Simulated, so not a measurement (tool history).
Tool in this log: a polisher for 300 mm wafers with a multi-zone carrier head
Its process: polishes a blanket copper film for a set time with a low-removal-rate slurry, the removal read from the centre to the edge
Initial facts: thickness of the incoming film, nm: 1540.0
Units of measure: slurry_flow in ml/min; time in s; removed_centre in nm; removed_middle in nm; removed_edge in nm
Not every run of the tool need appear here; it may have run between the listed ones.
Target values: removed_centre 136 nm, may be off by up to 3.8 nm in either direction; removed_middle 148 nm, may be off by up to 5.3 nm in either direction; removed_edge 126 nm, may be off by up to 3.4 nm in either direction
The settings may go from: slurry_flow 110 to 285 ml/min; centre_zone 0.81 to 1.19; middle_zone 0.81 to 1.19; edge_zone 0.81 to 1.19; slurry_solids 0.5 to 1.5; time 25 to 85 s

| run | hour | slurry_flow | centre_zone | middle_zone | edge_zone | slurry_solids | time | removed_centre | removed_middle | removed_edge |
|---|---|---|---|---|---|---|---|---|---|---|
| 1 | 0 | 180 | 1 | 1 | 1 | 1 | 55 | 122.77 | 125.22 | 121.12 |
| 2 | 6.5 | 200 | 1.01 | 1.03 | 0.99 | 1 | 55 | 125.3 | 131.66 | 122.72 |
| 3 | 7.6 | 200 | 1.01 | 1.03 | 0.99 | 1 | 67 | 155.94 | 161.61 | 148.01 |
| 4 | 13 | 200 | 0.96 | 1.03 | 0.99 | 1 | 67 | 145.01 | 161.31 | 148.92 |
| 5 | 19.2 | 200 | 0.96 | 1.03 | 0.99 | 0.85 | 67 | 140.56 | 155.2 | 143.92 |
| 6 | 20.1 | 185 | 0.97 | 1.04 | 0.95 | 0.85 | 67 | 138.49 | 154.85 | 140.44 |
| 7 | 27.3 | 180 | 0.99 | 1.04 | 0.92 | 0.8 | 67 | 139.36 | 151.89 | 135.61 |
| 8 | 34.5 | 175 | 1 | 1.04 | 0.89 | 0.8 | 67 | 141.73 | 150.17 | 131.22 |

5 candidate next runs follow, results not yet known. Just one meets every target within its allowed miss. Identify it.
| A | 41.7 | 170 | 1.01 | 0.97 | 0.89 | 0.8 | 68 | ? | ? | ? |
| B | 41.7 | 160 | 0.99 | 1.06 | 0.83 | 0.85 | 66 | ? | ? | ? |
| C | 41.7 | 180 | 1.02 | 1.02 | 0.91 | 0.8 | 63 | ? | ? | ? |
| D | 41.7 | 190 | 1.04 | 1.14 | 0.82 | 0.85 | 60 | ? | ? | ? |
| E | 41.7 | 215 | 0.94 | 0.98 | 0.9 | 0.7 | 70 | ? | ? | ? |

| move | removed_centre | removed_middle | removed_edge |
|---|---|---|---|
| A | 143.87 | 142.81 | 134.13 |
| B | 137.08 | 149.81 | 126.77 |
| C | 136.25 | 139.47 | 126.39 |
| D | 135.73 | 149.54 | 117.17 |
| E | 139.39 | 149.4 | 138.33 |
A: the biggest miss grows against the last run
B: each result inside its tolerance
C: puts the biggest miss on target and leaves a different result outside tolerance
D: the result that was furthest off in the last run now lies on the other side of its target
E: the biggest miss grows against the last run
The move that meets every target is B.
